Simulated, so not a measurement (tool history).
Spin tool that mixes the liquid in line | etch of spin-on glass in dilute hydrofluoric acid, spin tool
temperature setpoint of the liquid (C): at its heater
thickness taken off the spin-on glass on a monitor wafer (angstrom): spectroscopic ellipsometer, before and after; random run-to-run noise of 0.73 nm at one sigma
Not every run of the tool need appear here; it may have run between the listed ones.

| run | hour | temperature setpoint of the liquid (C) | parts of water to one part of 49 % hydrofluoric acid (parts by volume) | time under the liquid (s) | thickness taken off the spin-on glass on a monitor wafer (angstrom) |
|---|---|---|---|---|---|
| 1 | 0 | 23 | 85 | 190 | 591.05 |
| 2 | 1.3 | 25.5 | 85 | 190 | 639.38 |
| 3 | 7 | 26.5 | 85 | 190 | 663.53 |
| 4 | 15.9 | 26.5 | 85 | 190 | 686.98 |
| 5 | 20.2 | 26.5 | 85 | 190 | 681.18 |
| 6 | 22.9 | 27 | 85 | 190 | 693.99 |

Estimate the outcome of run 7 from the log above:
| 7 | 27.2 | 27.5 | 85 | 190 | ? |

{"run 7": {"thickness taken off the spin-on glass on a monitor wafer (angstrom)": 700.48}}
